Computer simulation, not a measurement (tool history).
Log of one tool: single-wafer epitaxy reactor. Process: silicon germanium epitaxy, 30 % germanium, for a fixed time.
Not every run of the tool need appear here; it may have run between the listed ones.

| run | hour | wafer temperature setpoint (pyrometer-controlled) (K) | chamber pressure (Pa) | mean film thickness on the monitor wafer (nm) |
|---|---|---|---|---|
| 1 | 0 | 868.15 | 2426 | 45.706 |
| 2 | 4.1 | 868.15 | 2026 | 41.133 |
| 3 | 12.2 | 872.15 | 2026 | 44.141 |
| 4 | 16.7 | 868.15 | 2026 | 40.947 |
| 5 | 19.2 | 858.15 | 2026 | 33.764 |
| 6 | 23 | 858.15 | 2293 | 36.347 |
| 7 | 29.9 | 862.15 | 2306 | 39.444 |

Forecast run 8:
| 8 | 36.4 | 866.15 | 2306 | ? |

Run 8 produced mean film thickness on the monitor wafer (nm) 42.677.

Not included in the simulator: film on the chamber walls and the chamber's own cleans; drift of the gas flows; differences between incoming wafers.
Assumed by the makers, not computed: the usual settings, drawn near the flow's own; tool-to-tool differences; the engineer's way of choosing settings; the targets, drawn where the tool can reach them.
